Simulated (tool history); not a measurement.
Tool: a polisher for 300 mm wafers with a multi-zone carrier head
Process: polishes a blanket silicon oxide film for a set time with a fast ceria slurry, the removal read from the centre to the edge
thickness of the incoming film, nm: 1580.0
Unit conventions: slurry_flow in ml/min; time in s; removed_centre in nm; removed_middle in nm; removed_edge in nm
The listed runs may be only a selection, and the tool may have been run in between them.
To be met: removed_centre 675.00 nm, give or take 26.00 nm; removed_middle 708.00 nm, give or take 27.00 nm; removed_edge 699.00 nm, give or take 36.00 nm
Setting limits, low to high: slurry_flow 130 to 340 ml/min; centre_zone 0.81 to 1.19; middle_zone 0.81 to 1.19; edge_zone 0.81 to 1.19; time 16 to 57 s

run 1 hour=0.0 | slurry_flow=220 centre_zone=1.00 middle_zone=1.00 edge_zone=1.00 time=36 | removed_centre=505.34 removed_middle=504.81 removed_edge=503.10
run 2 hour=2.9 | slurry_flow=220 centre_zone=1.05 middle_zone=1.00 edge_zone=1.00 time=36 | removed_centre=521.84 removed_middle=504.31 removed_edge=504.51
run 3 hour=3.7 | slurry_flow=220 centre_zone=1.05 middle_zone=1.00 edge_zone=1.00 time=27 | removed_centre=399.34 removed_middle=383.09 removed_edge=377.82
run 4 hour=4.7 | slurry_flow=185 centre_zone=1.05 middle_zone=1.00 edge_zone=1.00 time=27 | removed_centre=391.17 removed_middle=366.78 removed_edge=375.22
run 5 hour=5.5 | slurry_flow=185 centre_zone=1.05 middle_zone=1.06 edge_zone=1.00 time=27 | removed_centre=387.17 removed_middle=390.11 removed_edge=385.04
run 6 hour=8.9 | slurry_flow=185 centre_zone=1.05 middle_zone=1.06 edge_zone=1.04 time=27 | removed_centre=378.99 removed_middle=389.98 removed_edge=379.86
run 7 hour=17.0 | slurry_flow=175 centre_zone=1.05 middle_zone=1.07 edge_zone=1.04 time=32 | removed_centre=453.99 removed_middle=452.17 removed_edge=431.22
run 8 hour=18.2 | slurry_flow=200 centre_zone=1.03 middle_zone=1.05 edge_zone=1.04 time=35 | removed_centre=496.03 removed_middle=508.62 removed_edge=490.52
run 9 hour=23.1 | slurry_flow=210 centre_zone=1.02 middle_zone=1.04 edge_zone=1.06 time=37 | removed_centre=532.72 removed_middle=536.01 removed_edge=524.67

Pick the move, out of 5, that brings all results within their allowed miss; only one does.
run A hour=28.0 | slurry_flow=210 centre_zone=1.15 middle_zone=1.01 edge_zone=1.10 time=49 | removed_centre=? removed_middle=? removed_edge=?
run B hour=28.0 | slurry_flow=210 centre_zone=1.00 middle_zone=1.06 edge_zone=1.07 time=48 | removed_centre=? removed_middle=? removed_edge=?
run C hour=28.0 | slurry_flow=190 centre_zone=0.81 middle_zone=0.93 edge_zone=1.11 time=54 | removed_centre=? removed_middle=? removed_edge=?
run D hour=28.0 | slurry_flow=230 centre_zone=0.99 middle_zone=1.13 edge_zone=1.07 time=48 | removed_centre=? removed_middle=? removed_edge=?
run E hour=28.0 | slurry_flow=190 centre_zone=1.16 middle_zone=1.09 edge_zone=1.12 time=48 | removed_centre=? removed_middle=? removed_edge=?

move=A removed_centre=778.91 removed_middle=688.71 removed_edge=741.56
move=B removed_centre=680.43 removed_middle=703.38 removed_edge=715.92
move=C removed_centre=637.89 removed_middle=700.41 removed_edge=814.31
move=D removed_centre=683.24 removed_middle=750.85 removed_edge=720.91
move=E removed_centre=758.34 removed_middle=710.90 removed_edge=725.58
A: gets the furthest-off result to its target, but another result is out of tolerance
B: every result within its allowed miss
C: gets the furthest-off result to its target, but another result is out of tolerance
D: pushes the last run's worst result past its target
E: gets the furthest-off result to its target, but another result is out of tolerance
Correct choice: B, which meets every target
